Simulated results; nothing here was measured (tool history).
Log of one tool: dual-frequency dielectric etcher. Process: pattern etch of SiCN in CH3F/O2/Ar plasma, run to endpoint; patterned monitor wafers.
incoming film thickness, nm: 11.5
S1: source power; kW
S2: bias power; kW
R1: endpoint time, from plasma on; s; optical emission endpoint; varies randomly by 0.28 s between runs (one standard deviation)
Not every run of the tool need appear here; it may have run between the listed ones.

{"run": 1, "hour": 0.0, "S1": 0.34, "S2": 0.059, "R1": 34.843}
{"run": 2, "hour": 3.6, "S1": 0.34, "S2": 0.051, "R1": 36.294}
{"run": 3, "hour": 4.2, "S1": 0.38, "S2": 0.051, "R1": 35.388}
{"run": 4, "hour": 8.3, "S1": 0.38, "S2": 0.041, "R1": 37.732}
{"run": 5, "hour": 17.2, "S1": 0.42, "S2": 0.041, "R1": 36.69}
{"run": 6, "hour": 26.1, "S1": 0.42, "S2": 0.051, "R1": 34.759}
{"run": 7, "hour": 33.3, "S1": 0.41, "S2": 0.049, "R1": 34.96}
{"run": 8, "hour": 34.7, "S1": 0.39, "S2": 0.048, "R1": 35.847}
{"run": 9, "hour": 40.1, "S1": 0.38, "S2": 0.046, "R1": 36.471}

Expected results for the next run?
{"run": 10, "hour": 45.9, "S1": 0.37, "S2": 0.045, "R1": "?"}

{"run 10": {"R1": 36.984}}

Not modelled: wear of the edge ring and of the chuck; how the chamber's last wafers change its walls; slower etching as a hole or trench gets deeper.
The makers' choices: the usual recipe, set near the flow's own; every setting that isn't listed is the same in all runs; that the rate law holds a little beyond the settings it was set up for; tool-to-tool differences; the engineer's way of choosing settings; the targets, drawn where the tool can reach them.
